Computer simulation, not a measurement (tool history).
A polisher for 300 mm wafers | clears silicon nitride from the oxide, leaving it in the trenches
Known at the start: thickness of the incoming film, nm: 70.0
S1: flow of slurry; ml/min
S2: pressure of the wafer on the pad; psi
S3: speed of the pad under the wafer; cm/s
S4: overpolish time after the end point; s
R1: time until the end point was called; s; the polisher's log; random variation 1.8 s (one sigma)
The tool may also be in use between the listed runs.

run  hour   S1   S2  S3  S4      R1
  1     0  185  3.1  88   8  72.899
  2     8  180  2.5  82   8  96.676
  3  13.9  180  2.5  66   8  116.32
  4  19.7  180  2.2  66   8  127.74
  5    28  180    2  66   8  143.81
  6  28.8  180  1.9  66   8  147.89
  7  32.5  175  1.7  66   8  165.23

Forecast run 8:
  8  40.2  180  1.7  66   8   ?

R1: 167.36 s

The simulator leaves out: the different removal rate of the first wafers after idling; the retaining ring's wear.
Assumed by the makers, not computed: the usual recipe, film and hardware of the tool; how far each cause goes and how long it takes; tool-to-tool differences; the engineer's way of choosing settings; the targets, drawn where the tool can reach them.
